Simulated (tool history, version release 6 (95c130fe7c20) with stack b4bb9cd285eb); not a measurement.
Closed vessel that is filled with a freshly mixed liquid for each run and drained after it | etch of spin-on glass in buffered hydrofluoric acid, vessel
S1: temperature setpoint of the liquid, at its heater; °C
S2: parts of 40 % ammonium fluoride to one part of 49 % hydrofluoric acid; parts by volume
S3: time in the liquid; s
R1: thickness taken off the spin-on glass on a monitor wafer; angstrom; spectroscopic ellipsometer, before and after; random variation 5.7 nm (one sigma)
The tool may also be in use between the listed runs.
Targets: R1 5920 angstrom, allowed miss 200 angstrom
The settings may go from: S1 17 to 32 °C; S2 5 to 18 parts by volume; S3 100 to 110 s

run	hour	S1	S2	S3	R1
1	0	24	11	100	2960.5
2	6.4	24	11	110	3379.9
3	9	24	11	100	2957.6
4	12.1	22	11	100	2695.2
5	14.4	22	11	100	2699
6	22	22	13.5	100	2158.6
7	25.1	24	12	100	2756.7
8	32.2	25.5	11	100	3333.1
9	33.1	27	10.5	100	3617.2
10	38.7	28	10	100	3951.1
# hour 41.7: hydrofluoric acid flow meter replaced
11	41.7	29	9.5	100	4026.7
12	44.9	29.5	8.5	100	4639.2

Which of these 5 next moves meets every target?
A	48.1	30.5	7	110	?
B	48.1	31	7	110	?
C	48.1	31.5	7	110	?
D	48.1	28.5	7	110	?
E	48.1	30.5	8	105	?

move	R1
A	6386.1
B	6554.6
C	6727
D	5749.3
E	5278
A: takes the result that was furthest off past its target
B: takes the result that was furthest off past its target
C: takes the result that was furthest off past its target
D: meets every target
E: nearer than the last run, and not there yet
Answer: D
